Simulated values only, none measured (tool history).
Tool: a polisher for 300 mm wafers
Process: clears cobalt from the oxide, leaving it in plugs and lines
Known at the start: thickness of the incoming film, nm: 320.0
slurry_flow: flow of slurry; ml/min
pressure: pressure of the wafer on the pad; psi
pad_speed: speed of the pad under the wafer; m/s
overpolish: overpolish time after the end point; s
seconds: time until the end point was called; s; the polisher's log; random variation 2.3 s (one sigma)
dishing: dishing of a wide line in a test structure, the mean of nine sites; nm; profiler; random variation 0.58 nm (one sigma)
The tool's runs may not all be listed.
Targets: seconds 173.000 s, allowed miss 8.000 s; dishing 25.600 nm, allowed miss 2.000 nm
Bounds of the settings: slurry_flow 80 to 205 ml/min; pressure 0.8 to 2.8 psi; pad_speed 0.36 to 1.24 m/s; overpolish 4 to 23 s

run 1 hour=0.0 | slurry_flow=135 pressure=1.8 pad_speed=0.80 overpolish=12 | seconds=77.099 dishing=32.142
run 2 hour=0.7 | slurry_flow=130 pressure=1.5 pad_speed=0.74 overpolish=14 | seconds=93.412 dishing=31.718
run 3 hour=5.4 | slurry_flow=130 pressure=1.8 pad_speed=0.74 overpolish=14 | seconds=82.035 dishing=34.360
run 4 hour=9.4 | slurry_flow=125 pressure=1.5 pad_speed=0.66 overpolish=15 | seconds=102.530 dishing=31.554
run 5 hour=10.4 | slurry_flow=125 pressure=1.3 pad_speed=0.60 overpolish=16 | seconds=124.350 dishing=26.516
run 6 hour=11.9 | slurry_flow=125 pressure=1.1 pad_speed=0.58 overpolish=18 | seconds=141.060 dishing=26.254
run 7 hour=18.4 | slurry_flow=125 pressure=1.0 pad_speed=0.56 overpolish=19 | seconds=155.530 dishing=26.702
run 8 hour=20.8 | slurry_flow=125 pressure=1.0 pad_speed=0.56 overpolish=19 | seconds=153.930 dishing=26.642

4 next moves are on the table. One of them brings every result within its allowed miss. Which?
run A hour=23.2 | slurry_flow=125 pressure=0.8 pad_speed=0.56 overpolish=20 | seconds=? dishing=?
run B hour=23.2 | slurry_flow=125 pressure=1.6 pad_speed=0.48 overpolish=15 | seconds=? dishing=?
run C hour=23.2 | slurry_flow=115 pressure=1.1 pad_speed=0.62 overpolish=13 | seconds=? dishing=?
run D hour=23.2 | slurry_flow=135 pressure=0.9 pad_speed=0.62 overpolish=16 | seconds=? dishing=?

move=A seconds=173.180 dishing=25.964
move=B seconds=136.920 dishing=24.882
move=C seconds=135.660 dishing=22.415
move=D seconds=146.570 dishing=24.832
A: meets every target
B: further off than the last run
C: further off than the last run
D: further off than the last run
Answer: A
